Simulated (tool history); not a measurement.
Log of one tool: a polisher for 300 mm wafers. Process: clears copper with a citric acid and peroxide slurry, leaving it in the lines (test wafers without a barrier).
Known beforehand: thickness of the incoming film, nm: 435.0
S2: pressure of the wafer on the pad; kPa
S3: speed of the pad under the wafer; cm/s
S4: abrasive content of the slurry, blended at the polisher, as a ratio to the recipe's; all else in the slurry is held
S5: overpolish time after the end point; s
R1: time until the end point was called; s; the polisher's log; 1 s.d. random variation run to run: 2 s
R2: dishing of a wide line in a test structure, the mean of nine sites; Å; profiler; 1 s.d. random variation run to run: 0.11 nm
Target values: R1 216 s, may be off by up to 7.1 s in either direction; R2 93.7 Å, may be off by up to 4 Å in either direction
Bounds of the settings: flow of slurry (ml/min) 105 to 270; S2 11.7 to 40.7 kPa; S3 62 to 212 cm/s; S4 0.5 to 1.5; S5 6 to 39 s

{"run": 1, "hour": 0.0, "flow of slurry (ml/min)": 175, "S2": 26.2, "S3": 136, "S4": 1, "S5": 20, "R1": 149.71, "R2": 143.9}
{"run": 2, "hour": 6.8, "flow of slurry (ml/min)": 170, "S2": 24.1, "S3": 140, "S4": 1, "S5": 18, "R1": 153.79, "R2": 142.55}
{"run": 3, "hour": 14.3, "flow of slurry (ml/min)": 185, "S2": 22.8, "S3": 136, "S4": 1, "S5": 16, "R1": 161.32, "R2": 131.6}
{"run": 4, "hour": 21.4, "flow of slurry (ml/min)": 185, "S2": 22.8, "S3": 114, "S4": 1, "S5": 16, "R1": 185.5, "R2": 129.83}
{"run": 5, "hour": 22.4, "flow of slurry (ml/min)": 195, "S2": 21.4, "S3": 114, "S4": 1.05, "S5": 15, "R1": 194.22, "R2": 127.78}
{"run": 6, "hour": 31.4, "flow of slurry (ml/min)": 205, "S2": 20, "S3": 116, "S4": 0.95, "S5": 14, "R1": 202.41, "R2": 122.04}
{"run": 7, "hour": 33.4, "flow of slurry (ml/min)": 215, "S2": 19.3, "S3": 118, "S4": 0.9, "S5": 13, "R1": 206.98, "R2": 113.63}
{"run": 8, "hour": 39.9, "flow of slurry (ml/min)": 220, "S2": 19.3, "S3": 118, "S4": 0.9, "S5": 12, "R1": 205.06, "R2": 111.65}
{"run": 9, "hour": 42.3, "flow of slurry (ml/min)": 225, "S2": 19.3, "S3": 118, "S4": 0.9, "S5": 11, "R1": 203.23, "R2": 107.51}
{"run": 10, "hour": 44.0, "flow of slurry (ml/min)": 230, "S2": 19.3, "S3": 118, "S4": 0.9, "S5": 11, "R1": 204.96, "R2": 109.56}
{"run": 11, "hour": 47.2, "flow of slurry (ml/min)": 180, "S2": 18.6, "S3": 124, "S4": 0.85, "S5": 6, "R1": 209.15, "R2": 73.788}
{"run": 12, "hour": 49.9, "flow of slurry (ml/min)": 185, "S2": 18.6, "S3": 124, "S4": 0.85, "S5": 6, "R1": 210.59, "R2": 71.917}
{"run": 13, "hour": 50.7, "flow of slurry (ml/min)": 190, "S2": 18.6, "S3": 124, "S4": 0.85, "S5": 6, "R1": 208.86, "R2": 74.499}
{"run": 14, "hour": 56.7, "flow of slurry (ml/min)": 240, "S2": 15.9, "S3": 122, "S4": 0.85, "S5": 16, "R1": 228.39, "R2": 121.78}
{"run": 15, "hour": 60.9, "flow of slurry (ml/min)": 235, "S2": 15.9, "S3": 124, "S4": 0.85, "S5": 16, "R1": 225.11, "R2": 120.17}
{"run": 16, "hour": 63.6, "flow of slurry (ml/min)": 230, "S2": 15.9, "S3": 124, "S4": 0.85, "S5": 16, "R1": 226.14, "R2": 122.59}
{"run": 17, "hour": 68.0, "flow of slurry (ml/min)": 220, "S2": 16.5, "S3": 124, "S4": 0.85, "S5": 16, "R1": 225.98, "R2": 124.17}
{"run": 18, "hour": 76.8, "flow of slurry (ml/min)": 215, "S2": 17.2, "S3": 126, "S4": 0.8, "S5": 16, "R1": 211.99, "R2": 124.12}
{"run": 19, "hour": 81.7, "flow of slurry (ml/min)": 205, "S2": 17.2, "S3": 128, "S4": 0.8, "S5": 16, "R1": 213.94, "R2": 124.91}
{"run": 20, "hour": 89.2, "flow of slurry (ml/min)": 200, "S2": 17.2, "S3": 130, "S4": 0.8, "S5": 15, "R1": 214.9, "R2": 122.38}
{"run": 21, "hour": 92.1, "flow of slurry (ml/min)": 200, "S2": 16.5, "S3": 132, "S4": 0.85, "S5": 15, "R1": 215.06, "R2": 123.77}
{"run": 22, "hour": 95.6, "flow of slurry (ml/min)": 200, "S2": 17.2, "S3": 130, "S4": 0.8, "S5": 15, "R1": 214.13, "R2": 121.88}
{"run": 23, "hour": 103.0, "flow of slurry (ml/min)": 200, "S2": 17.2, "S3": 130, "S4": 0.8, "S5": 14, "R1": 212.33, "R2": 118.76}
{"hour": 111.0, "done": "slurry blender recalibrated"}
{"run": 24, "hour": 111.0, "flow of slurry (ml/min)": 200, "S2": 17.2, "S3": 130, "S4": 0.85, "S5": 14, "R1": 195.02, "R2": 123.33}
{"run": 25, "hour": 112.0, "flow of slurry (ml/min)": 200, "S2": 17.9, "S3": 128, "S4": 0.85, "S5": 14, "R1": 193.85, "R2": 124.43}
{"run": 26, "hour": 114.1, "flow of slurry (ml/min)": 205, "S2": 17.9, "S3": 126, "S4": 0.85, "S5": 13, "R1": 196.09, "R2": 118.02}

Which single option among these 5 for the next run brings every result within its allowed miss of target? Just one does.
{"run": "A", "hour": 116.2, "flow of slurry (ml/min)": 205, "S2": 16.5, "S3": 130, "S4": 0.85, "S5": 10, "R1": "?", "R2": "?"}
{"run": "B", "hour": 116.2, "flow of slurry (ml/min)": 130, "S2": 26.2, "S3": 118, "S4": 0.5, "S5": 18, "R1": "?", "R2": "?"}
{"run": "C", "hour": 116.2, "flow of slurry (ml/min)": 185, "S2": 20.7, "S3": 148, "S4": 0.8, "S5": 19, "R1": "?", "R2": "?"}
{"run": "D", "hour": 116.2, "flow of slurry (ml/min)": 205, "S2": 22.8, "S3": 88, "S4": 1, "S5": 9, "R1": "?", "R2": "?"}
{"run": "E", "hour": 116.2, "flow of slurry (ml/min)": 200, "S2": 18.6, "S3": 130, "S4": 1, "S5": 6, "R1": "?", "R2": "?"}

move=A R1=203.34 R2=100.33
move=B R1=207.86 R2=127.23
move=C R1=161.1 R2=136.17
move=D R1=220.09 R2=90.981
move=E R1=180.2 R2=79.813
A: nearer than the last run, and not there yet
B: further off than the last run
C: further off than the last run
D: all results land within tolerance of their targets
E: pushes the last run's worst result past its target
D is the move that brings every result within its allowed miss.

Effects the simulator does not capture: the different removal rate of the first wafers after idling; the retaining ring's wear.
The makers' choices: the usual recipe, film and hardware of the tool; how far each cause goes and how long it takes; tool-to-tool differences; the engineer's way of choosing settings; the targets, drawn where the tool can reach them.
